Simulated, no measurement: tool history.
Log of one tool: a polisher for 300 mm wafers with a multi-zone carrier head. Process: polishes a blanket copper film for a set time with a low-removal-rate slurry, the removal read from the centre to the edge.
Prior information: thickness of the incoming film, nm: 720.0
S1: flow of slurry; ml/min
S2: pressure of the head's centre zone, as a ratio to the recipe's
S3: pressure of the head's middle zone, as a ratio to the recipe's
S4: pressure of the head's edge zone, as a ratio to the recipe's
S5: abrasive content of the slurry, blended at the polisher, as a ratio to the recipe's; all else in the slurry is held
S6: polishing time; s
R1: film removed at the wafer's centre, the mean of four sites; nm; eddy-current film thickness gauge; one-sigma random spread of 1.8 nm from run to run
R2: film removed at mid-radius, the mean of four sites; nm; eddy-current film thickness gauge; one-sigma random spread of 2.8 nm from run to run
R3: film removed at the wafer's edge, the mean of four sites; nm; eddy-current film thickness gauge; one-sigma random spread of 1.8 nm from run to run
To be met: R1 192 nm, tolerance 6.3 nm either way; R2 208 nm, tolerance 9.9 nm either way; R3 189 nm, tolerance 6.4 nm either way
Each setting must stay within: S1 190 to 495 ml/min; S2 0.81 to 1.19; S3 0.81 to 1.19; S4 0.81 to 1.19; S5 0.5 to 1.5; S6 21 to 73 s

run	day	S1	S2	S3	S4	S5	S6	R1	R2	R3
1	0	320	1	1	1	1	47	119.52	122.73	119.58
2	0.225	385	1	1	1	1	47	121.48	123.46	121
3	0.354	385	1	1	0.92	1	47	120	122.99	116.75
4	0.683	385	1	1.02	0.94	1.1	50	130.59	137.76	129.62
5	1.017	385	1.02	1.04	0.96	1.15	52	143.31	145.94	136.65
6	1.375	415	1.02	1.04	0.96	1.15	52	142.35	144.76	136.07
7	1.608	415	1.02	1.05	0.97	1.2	54	147.75	156.69	144.24
8	1.721	415	1.03	1.05	0.98	1.25	56	157.48	160.82	151.81

Exercise: of the 4 proposed moves below, exactly one satisfies all targets within the stated allowed misses. Which move is it?
A	1.833	435	0.99	1.06	0.95	1.45	68	?	?	?
B	1.833	445	1.01	0.82	1.04	1.45	71	?	?	?
C	1.833	390	0.92	1.11	1.16	1.2	70	?	?	?
D	1.833	415	1.1	0.81	1.03	1.05	50	?	?	?

move	R1	R2	R3
A	192.86	208.29	188.21
B	205.41	175.73	205.13
C	174.48	211.14	200.43
D	144.47	112.28	132.03
A: meets every target
B: takes the biggest miss from the last run beyond its target
C: takes the biggest miss from the last run beyond its target
D: moves away from the targets compared with the last run
Answer: A
